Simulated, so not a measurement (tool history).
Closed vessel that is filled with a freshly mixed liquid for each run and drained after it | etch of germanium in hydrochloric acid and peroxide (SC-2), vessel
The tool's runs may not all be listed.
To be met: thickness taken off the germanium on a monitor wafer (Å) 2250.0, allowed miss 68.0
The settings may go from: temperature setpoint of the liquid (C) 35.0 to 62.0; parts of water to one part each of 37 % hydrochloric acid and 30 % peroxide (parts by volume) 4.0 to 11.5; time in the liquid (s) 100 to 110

| run | hour | temperature setpoint of the liquid (C) | parts of water to one part each of 37 % hydrochloric acid and 30 % peroxide (parts by volume) | time in the liquid (s) | thickness taken off the germanium on a monitor wafer (Å) |
|---|---|---|---|---|---|
| 1 | 0.0 | 46.0 | 6.5 | 100 | 3231.3 |
| 2 | 3.4 | 46.0 | 8.5 | 100 | 3157.6 |
| 3 | 8.1 | 46.0 | 7.5 | 100 | 3239.9 |
| 4 | 12.3 | 43.0 | 7.5 | 100 | 2919.0 |
| 5 | 14.2 | 43.0 | 9.5 | 100 | 2931.4 |
| 6 | 18.3 | 41.0 | 10.0 | 100 | 2670.2 |
| 7 | 20.2 | 39.5 | 10.0 | 100 | 2581.6 |
| 8 | 21.0 | 38.5 | 10.0 | 100 | 2486.4 |
| 9 | 26.0 | 38.5 | 10.0 | 100 | 2486.9 |
| 10 | 27.3 | 37.5 | 10.0 | 100 | 2403.0 |
| 11 | 36.0 | 37.0 | 10.0 | 100 | 2330.1 |

Which of these 4 next moves meets every target?
| A | 44.7 | 38.0 | 8.5 | 100 | ? |
| B | 44.7 | 37.0 | 10.0 | 105 | ? |
| C | 44.7 | 36.5 | 11.5 | 100 | ? |
| D | 44.7 | 35.0 | 10.0 | 110 | ? |

| move | thickness taken off the germanium on a monitor wafer (Å) |
|---|---|
| A | 2447.4 |
| B | 2455.3 |
| C | 2271.6 |
| D | 2399.9 |
A: further off than the last run
B: further off than the last run
C: meets every target
D: further off than the last run
Move C is the one to make.

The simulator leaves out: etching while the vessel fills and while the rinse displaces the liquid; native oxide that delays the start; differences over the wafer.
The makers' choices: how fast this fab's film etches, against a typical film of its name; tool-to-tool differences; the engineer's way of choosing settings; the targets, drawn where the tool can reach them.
